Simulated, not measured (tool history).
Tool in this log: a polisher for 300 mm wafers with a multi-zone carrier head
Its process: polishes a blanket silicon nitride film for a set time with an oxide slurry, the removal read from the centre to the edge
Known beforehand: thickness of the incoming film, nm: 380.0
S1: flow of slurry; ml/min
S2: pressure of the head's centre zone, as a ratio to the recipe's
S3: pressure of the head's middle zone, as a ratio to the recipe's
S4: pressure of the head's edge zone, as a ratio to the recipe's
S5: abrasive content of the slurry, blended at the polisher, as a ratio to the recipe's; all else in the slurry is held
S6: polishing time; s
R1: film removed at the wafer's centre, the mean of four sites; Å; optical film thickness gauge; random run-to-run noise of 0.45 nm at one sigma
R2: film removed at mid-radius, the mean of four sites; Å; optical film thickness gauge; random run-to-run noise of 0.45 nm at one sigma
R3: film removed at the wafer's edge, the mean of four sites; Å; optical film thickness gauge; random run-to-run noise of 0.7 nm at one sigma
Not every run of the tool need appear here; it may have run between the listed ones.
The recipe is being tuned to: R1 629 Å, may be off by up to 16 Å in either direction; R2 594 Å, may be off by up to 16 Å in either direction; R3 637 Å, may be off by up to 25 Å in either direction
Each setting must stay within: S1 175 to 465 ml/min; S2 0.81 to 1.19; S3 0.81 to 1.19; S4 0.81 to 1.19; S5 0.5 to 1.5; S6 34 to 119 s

| run | hour | S1 | S2 | S3 | S4 | S5 | S6 | R1 | R2 | R3 |
|---|---|---|---|---|---|---|---|---|---|---|
| 1 | 0 | 295 | 1 | 1 | 1 | 1 | 76 | 738.32 | 696.58 | 733.61 |
| 2 | 2.7 | 285 | 0.98 | 0.98 | 0.96 | 0.95 | 76 | 702.46 | 663.76 | 717.02 |
| 3 | 4.3 | 285 | 0.98 | 0.98 | 1 | 0.95 | 76 | 707.4 | 667.21 | 720.78 |
| 4 | 12.4 | 285 | 0.98 | 0.98 | 0.98 | 0.9 | 76 | 685.58 | 642.59 | 696.64 |
| 5 | 18.9 | 285 | 0.98 | 0.98 | 1.05 | 0.9 | 76 | 683.22 | 647.76 | 722.12 |
| 6 | 21.9 | 285 | 0.98 | 1.03 | 1.05 | 0.9 | 76 | 688.93 | 664.3 | 715.11 |
| 7 | 23 | 280 | 0.98 | 1.02 | 1.02 | 0.85 | 76 | 666.69 | 646.1 | 690.17 |
|  | 31.8 | centre zone pressure recalibrated |
| 8 | 31.8 | 275 | 0.98 | 1.01 | 1 | 0.85 | 76 | 630.68 | 642.32 | 683.28 |
| 9 | 32.6 | 280 | 0.99 | 0.99 | 0.98 | 0.85 | 76 | 639.22 | 636.99 | 671.6 |
| 10 | 41.6 | 235 | 1 | 0.92 | 0.93 | 0.8 | 76 | 614.05 | 565.17 | 627.79 |
| 11 | 44.7 | 245 | 1 | 0.93 | 0.93 | 0.8 | 76 | 617.35 | 567.71 | 627.39 |

Of the 4 settings listed for the next run, only one would bring every result within its allowed miss of target. Which one?
| A | 47.8 | 295 | 0.96 | 0.87 | 0.9 | 0.8 | 74 | ? | ? | ? |
| B | 47.8 | 240 | 0.85 | 0.91 | 0.97 | 0.7 | 91 | ? | ? | ? |
| C | 47.8 | 210 | 1.07 | 1.01 | 1.01 | 1.4 | 58 | ? | ? | ? |
| D | 47.8 | 175 | 1 | 0.89 | 0.95 | 0.95 | 80 | ? | ? | ? |

| move | R1 | R2 | R3 |
|---|---|---|---|
| A | 585.45 | 539.32 | 618.84 |
| B | 580.32 | 621.2 | 709.2 |
| C | 627.23 | 594.98 | 634.95 |
| D | 659.07 | 601.51 | 704.74 |
A: further off than the last run
B: carries the result that was furthest off beyond its target, to the other side
C: all results in spec
D: the worst result of the last run now meets its target, but another is out of spec
So the answer is move C, the one that meets all the targets.

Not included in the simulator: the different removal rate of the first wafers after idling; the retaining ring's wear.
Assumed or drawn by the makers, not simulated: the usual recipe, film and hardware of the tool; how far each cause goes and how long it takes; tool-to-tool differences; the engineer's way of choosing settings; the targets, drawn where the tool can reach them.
